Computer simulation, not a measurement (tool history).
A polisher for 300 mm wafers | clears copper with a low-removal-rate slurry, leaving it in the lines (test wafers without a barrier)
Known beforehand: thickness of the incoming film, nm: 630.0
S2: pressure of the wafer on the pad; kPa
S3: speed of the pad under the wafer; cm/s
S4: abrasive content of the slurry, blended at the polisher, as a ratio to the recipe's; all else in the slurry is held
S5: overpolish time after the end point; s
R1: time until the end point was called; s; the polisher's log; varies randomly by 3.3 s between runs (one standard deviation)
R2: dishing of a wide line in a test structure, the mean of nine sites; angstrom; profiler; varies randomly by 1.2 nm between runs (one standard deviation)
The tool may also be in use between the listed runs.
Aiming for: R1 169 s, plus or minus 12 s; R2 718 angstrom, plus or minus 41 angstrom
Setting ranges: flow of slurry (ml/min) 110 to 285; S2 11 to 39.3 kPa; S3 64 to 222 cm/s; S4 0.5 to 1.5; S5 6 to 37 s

run 1 day=0 | flow_of_slurry_(ml/min)=180 S2=24.8 S3=142 S4=1 S5=19 | R1=109.76 R2=631.86
run 2 day=0.179 | flow_of_slurry_(ml/min)=180 S2=24.8 S3=142 S4=1 S5=14 | R1=111.26 R2=504.56
run 3 day=0.454 | flow_of_slurry_(ml/min)=150 S2=24.8 S3=142 S4=1 S5=14 | R1=107.19 R2=498.56
run 4 day=0.775 | flow_of_slurry_(ml/min)=155 S2=24.1 S3=140 S4=1 S5=16 | R1=115.71 R2=530.94
run 5 day=0.925 | flow_of_slurry_(ml/min)=155 S2=23.4 S3=140 S4=1 S5=17 | R1=119.73 R2=549.8
run 6 day=1.1 | flow_of_slurry_(ml/min)=155 S2=22.8 S3=140 S4=1 S5=18 | R1=125.48 R2=555.38
run 7 day=1.192 | flow_of_slurry_(ml/min)=155 S2=22.1 S3=140 S4=1 S5=19 | R1=127.45 R2=583.53
run 8 day=1.233 | flow_of_slurry_(ml/min)=155 S2=21.4 S3=140 S4=1 S5=20 | R1=126.72 R2=564.36
run 9 day=1.308 | flow_of_slurry_(ml/min)=155 S2=20.7 S3=138 S4=1 S5=21 | R1=138.97 R2=576.8
run 10 day=1.346 | flow_of_slurry_(ml/min)=155 S2=20.7 S3=138 S4=1 S5=22 | R1=136.42 R2=576.47
run 11 day=1.662 | flow_of_slurry_(ml/min)=155 S2=20 S3=138 S4=1 S5=23 | R1=138.62 R2=604.91
run 12 day=1.971 | flow_of_slurry_(ml/min)=155 S2=19.3 S3=138 S4=1 S5=24 | R1=151.4 R2=602.93
run 13 day=2.283 | flow_of_slurry_(ml/min)=155 S2=19.3 S3=138 S4=1 S5=25 | R1=147.93 R2=617.1
run 14 day=2.329 | flow_of_slurry_(ml/min)=155 S2=19.3 S3=138 S4=1 S5=26 | R1=152.7 R2=651.91
run 15 day=2.546 | flow_of_slurry_(ml/min)=155 S2=18.6 S3=136 S4=1 S5=28 | R1=152.87 R2=651.88
run 16 day=2.758 | flow_of_slurry_(ml/min)=155 S2=18.6 S3=136 S4=1 S5=29 | R1=158.11 R2=686.66

Exercise: of the 5 proposed moves below, exactly one satisfies all targets within the stated allowed misses. Which move is it?
run A day=2.971 | flow_of_slurry_(ml/min)=130 S2=21.4 S3=140 S4=0.95 S5=30 | R1=? R2=?
run B day=2.971 | flow_of_slurry_(ml/min)=110 S2=18.6 S3=136 S4=0.95 S5=29 | R1=? R2=?
run C day=2.971 | flow_of_slurry_(ml/min)=205 S2=14.5 S3=152 S4=1.15 S5=35 | R1=? R2=?
run D day=2.971 | flow_of_slurry_(ml/min)=150 S2=18.6 S3=118 S4=0.95 S5=32 | R1=? R2=?
run E day=2.971 | flow_of_slurry_(ml/min)=125 S2=17.2 S3=136 S4=1 S5=30 | R1=? R2=?

move=A R1=137.43 R2=744.2
move=B R1=165.13 R2=624.35
move=C R1=166.66 R2=688.29
move=D R1=179.11 R2=632.49
move=E R1=172.14 R2=615.62
A: its largest miss is bigger than the last run's
B: brings the result that was furthest off to its target, and leaves another outside
C: hits every target within its allowed miss
D: brings the result that was furthest off to its target, and leaves another outside
E: brings the result that was furthest off to its target, and leaves another outside
The right move is C.
